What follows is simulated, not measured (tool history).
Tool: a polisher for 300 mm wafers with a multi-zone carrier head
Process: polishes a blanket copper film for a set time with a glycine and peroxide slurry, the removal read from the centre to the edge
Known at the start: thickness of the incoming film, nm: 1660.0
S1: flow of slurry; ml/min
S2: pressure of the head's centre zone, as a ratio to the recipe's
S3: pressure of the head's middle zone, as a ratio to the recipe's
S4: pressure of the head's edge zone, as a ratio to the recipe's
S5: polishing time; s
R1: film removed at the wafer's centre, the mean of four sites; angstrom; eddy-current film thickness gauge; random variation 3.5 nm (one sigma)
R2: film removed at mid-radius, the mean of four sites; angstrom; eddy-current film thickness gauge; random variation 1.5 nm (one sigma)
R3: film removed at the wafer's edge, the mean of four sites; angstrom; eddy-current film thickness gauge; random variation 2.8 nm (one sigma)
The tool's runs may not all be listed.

run 1 hour=0 | S1=130 S2=1 S3=1 S4=1 S5=46 | R1=3083.9 R2=3016.9 R3=3109.3
run 2 hour=2.9 | S1=130 S2=1 S3=1 S4=0.96 S5=46 | R1=2997.7 R2=3053 R3=2965.5
run 3 hour=4.1 | S1=130 S2=1 S3=0.95 S4=0.96 S5=46 | R1=3014.8 R2=2907.8 R3=2968.6
run 4 hour=10.6 | S1=130 S2=0.96 S3=0.95 S4=0.96 S5=46 | R1=2965.1 R2=2924.8 R3=2996.3
run 5 hour=17.9 | S1=120 S2=0.99 S3=0.91 S4=0.95 S5=45 | R1=2858.9 R2=2728.4 R3=2894.8
run 6 hour=19.6 | S1=115 S2=1.04 S3=0.88 S4=0.94 S5=44 | R1=2933.6 R2=2573.7 R3=2829.1

Run 7 comes next. What will it give?
run 7 hour=21.1 | S1=85 S2=1.08 S3=0.81 S4=0.84 S5=43 | R1=? R2=? R3=?

{"run 7": {"R1": 2648.1, "R2": 2129, "R3": 2386.8}}

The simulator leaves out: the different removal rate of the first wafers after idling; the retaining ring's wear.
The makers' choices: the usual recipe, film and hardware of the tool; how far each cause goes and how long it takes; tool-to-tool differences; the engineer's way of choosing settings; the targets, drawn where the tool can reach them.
